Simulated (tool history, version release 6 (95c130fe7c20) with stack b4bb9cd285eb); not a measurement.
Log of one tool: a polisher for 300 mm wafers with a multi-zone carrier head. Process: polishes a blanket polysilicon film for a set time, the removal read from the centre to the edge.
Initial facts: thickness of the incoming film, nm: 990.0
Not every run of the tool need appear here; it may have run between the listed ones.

| run | hour | flow of slurry (ml/min) | pressure of the head's centre zone | pressure of the head's middle zone | pressure of the head's edge zone | polishing time (s) | film removed at the wafer's centre (nm) | film removed at mid-radius (nm) | film removed at the wafer's edge (nm) |
|---|---|---|---|---|---|---|---|---|---|
| 1 | 0.0 | 275 | 1.00 | 1.00 | 1.00 | 28 | 325.84 | 315.79 | 316.69 |
| 2 | 9.0 | 275 | 1.00 | 1.00 | 1.04 | 28 | 318.55 | 316.58 | 323.92 |
| 3 | 13.1 | 270 | 0.98 | 0.98 | 1.02 | 28 | 312.27 | 310.79 | 314.65 |
| 4 | 16.8 | 265 | 0.97 | 0.96 | 1.01 | 28 | 309.78 | 301.55 | 317.78 |
| 5 | 21.8 | 265 | 0.97 | 1.00 | 1.01 | 28 | 307.98 | 311.59 | 313.76 |
| 6 | 23.9 | 265 | 0.97 | 1.00 | 1.09 | 28 | 307.81 | 320.98 | 329.92 |
| 7 | 30.6 | 260 | 0.96 | 0.98 | 1.06 | 28 | 301.20 | 307.81 | 324.71 |
| 8 | 36.6 | 255 | 0.95 | 0.97 | 1.03 | 28 | 308.26 | 305.36 | 319.71 |
| 9 | 43.8 | 255 | 0.94 | 0.96 | 1.02 | 28 | 302.37 | 305.77 | 316.71 |
| 10 | 46.5 | 250 | 0.93 | 0.94 | 1.00 | 28 | 295.98 | 295.70 | 316.01 |
| 11 | 47.8 | 250 | 0.93 | 0.93 | 0.98 | 28 | 293.93 | 293.04 | 309.57 |
| 12 | 53.4 | 245 | 0.93 | 0.92 | 0.96 | 28 | 297.77 | 290.52 | 307.22 |
| 13 | 61.3 | 245 | 0.92 | 0.91 | 0.94 | 28 | 289.95 | 293.90 | 306.89 |

Predict the results of run 14:
| 14 | 61.9 | 240 | 0.92 | 0.90 | 0.93 | 28 | ? | ? | ? |

{"run 14": {"film removed at the wafer's centre (nm)": 294.26, "film removed at mid-radius (nm)": 288.72, "film removed at the wafer's edge (nm)": 301.95}}

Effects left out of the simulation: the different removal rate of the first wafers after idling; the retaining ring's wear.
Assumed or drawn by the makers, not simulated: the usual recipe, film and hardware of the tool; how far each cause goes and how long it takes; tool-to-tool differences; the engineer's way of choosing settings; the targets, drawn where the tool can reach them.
